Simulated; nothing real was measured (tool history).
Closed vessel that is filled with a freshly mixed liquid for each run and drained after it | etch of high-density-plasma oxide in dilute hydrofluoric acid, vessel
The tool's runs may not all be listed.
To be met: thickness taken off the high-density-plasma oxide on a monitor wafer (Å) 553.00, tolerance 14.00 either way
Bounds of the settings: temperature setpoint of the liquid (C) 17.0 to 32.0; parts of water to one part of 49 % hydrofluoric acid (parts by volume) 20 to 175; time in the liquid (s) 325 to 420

run	hour	temperature setpoint of the liquid (C)	parts of water to one part of 49 % hydrofluoric acid (parts by volume)	time in the liquid (s)	thickness taken off the high-density-plasma oxide on a monitor wafer (Å)
1	0.0	24.0	95	420	246.51
2	3.1	25.5	95	420	259.83
3	5.2	25.5	95	325	203.05
4	13.4	25.5	80	335	249.69
5	19.2	26.5	70	350	317.91
6	26.2	27.5	65	350	360.45
7	30.1	28.0	60	350	396.01
8	37.3	28.5	60	350	407.33
9	43.9	29.0	60	350	415.83
10	46.0	29.0	60	350	410.31
11	54.7	29.5	60	350	422.16
12	61.3	30.0	60	350	431.24
13	68.0	30.5	60	350	439.88

Which single option among these 5 for the next run brings every result within its allowed miss of target? Just one does.
A	74.7	29.5	80	355	?
B	74.7	30.5	55	405	?
C	74.7	30.5	50	405	?
D	74.7	31.5	75	345	?
E	74.7	27.0	55	325	?

move	thickness taken off the high-density-plasma oxide on a monitor wafer (Å)
A	309.56
B	554.22
C	614.38
D	348.88
E	387.39
A: its largest miss is bigger than the last run's
B: every result within its allowed miss
C: carries the result that was furthest off beyond its target, to the other side
D: its largest miss is bigger than the last run's
E: its largest miss is bigger than the last run's
The right move is B.

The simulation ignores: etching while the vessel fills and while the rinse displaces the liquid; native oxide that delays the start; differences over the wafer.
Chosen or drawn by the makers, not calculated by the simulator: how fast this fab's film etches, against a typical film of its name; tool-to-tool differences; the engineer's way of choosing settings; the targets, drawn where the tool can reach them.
